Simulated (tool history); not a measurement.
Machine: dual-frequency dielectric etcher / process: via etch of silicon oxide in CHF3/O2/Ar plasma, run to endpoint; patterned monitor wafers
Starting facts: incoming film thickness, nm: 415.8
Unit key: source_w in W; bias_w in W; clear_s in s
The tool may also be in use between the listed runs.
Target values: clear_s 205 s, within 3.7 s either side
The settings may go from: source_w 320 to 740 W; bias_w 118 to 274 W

run,hour,source_w,bias_w,clear_s
1,0,530,196,224.1
2,7.8,530,224,215.24
3,15.6,540,225,214.79
4,21.4,460,225,220.83
5,30,420,225,227.4
6,38,440,227,223.82
7,45,450,229,223.46
8,50.5,460,231,220.46
9,58.2,470,232,216.61
10,60.5,480,233,216.51
11,64,490,234,217.47
12,66,500,236,216.38
13,71.9,510,238,213.83

Exercise: of the 5 proposed moves below, exactly one satisfies all targets within the stated allowed misses. Which move is it?
A,77.8,630,267,?
B,77.8,530,243,?
C,77.8,520,200,?
D,77.8,470,235,?
E,77.8,580,245,?

move,clear_s
A,196.08
B,209.65
C,222
D,217.28
E,204.9
A: the result that was furthest off in the last run now lies on the other side of its target
B: better than the last run, though not everything is in spec
C: lands further from the targets than the last run did
D: lands further from the targets than the last run did
E: every result within its allowed miss
E meets every target.
